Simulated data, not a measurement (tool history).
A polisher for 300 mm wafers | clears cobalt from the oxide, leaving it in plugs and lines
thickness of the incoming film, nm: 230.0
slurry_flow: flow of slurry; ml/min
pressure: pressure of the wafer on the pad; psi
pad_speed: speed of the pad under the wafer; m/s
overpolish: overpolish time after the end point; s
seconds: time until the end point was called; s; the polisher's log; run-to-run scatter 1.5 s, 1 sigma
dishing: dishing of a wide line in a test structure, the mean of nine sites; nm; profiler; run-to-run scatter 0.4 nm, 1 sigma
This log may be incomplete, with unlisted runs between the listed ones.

{"run": 1, "hour": 0.0, "slurry_flow": 170, "pressure": 1.7, "pad_speed": 0.84, "overpolish": 12, "seconds": 63.04, "dishing": 31.636}
{"run": 2, "hour": 8.7, "slurry_flow": 200, "pressure": 1.7, "pad_speed": 0.84, "overpolish": 12, "seconds": 59.928, "dishing": 33.272}
{"run": 3, "hour": 10.5, "slurry_flow": 185, "pressure": 1.4, "pad_speed": 0.8, "overpolish": 13, "seconds": 74.541, "dishing": 30.229}
{"run": 4, "hour": 14.2, "slurry_flow": 185, "pressure": 1.4, "pad_speed": 0.9, "overpolish": 13, "seconds": 66.355, "dishing": 33.398}
{"run": 5, "hour": 17.0, "slurry_flow": 165, "pressure": 1.4, "pad_speed": 0.9, "overpolish": 13, "seconds": 65.798, "dishing": 33.28}
{"run": 6, "hour": 23.8, "slurry_flow": 165, "pressure": 1.2, "pad_speed": 0.8, "overpolish": 14, "seconds": 81.383, "dishing": 30.378}
{"run": 7, "hour": 29.6, "slurry_flow": 165, "pressure": 1.1, "pad_speed": 0.72, "overpolish": 14, "seconds": 96.293, "dishing": 26.467}
{"run": 8, "hour": 30.5, "slurry_flow": 165, "pressure": 1.0, "pad_speed": 0.68, "overpolish": 14, "seconds": 109.65, "dishing": 24.595}
{"run": 9, "hour": 35.4, "slurry_flow": 165, "pressure": 0.9, "pad_speed": 0.66, "overpolish": 14, "seconds": 119.18, "dishing": 22.998}
{"run": 10, "hour": 42.1, "slurry_flow": 165, "pressure": 0.9, "pad_speed": 0.66, "overpolish": 14, "seconds": 114.32, "dishing": 22.862}
{"run": 11, "hour": 44.3, "slurry_flow": 165, "pressure": 0.9, "pad_speed": 0.64, "overpolish": 15, "seconds": 118.15, "dishing": 23.768}

Run 12 has not been measured yet. What should we expect?
{"run": 12, "hour": 49.6, "slurry_flow": 165, "pressure": 0.9, "pad_speed": 0.62, "overpolish": 15, "seconds": "?", "dishing": "?"}

seconds: 122.460 s
dishing: 22.734 nm
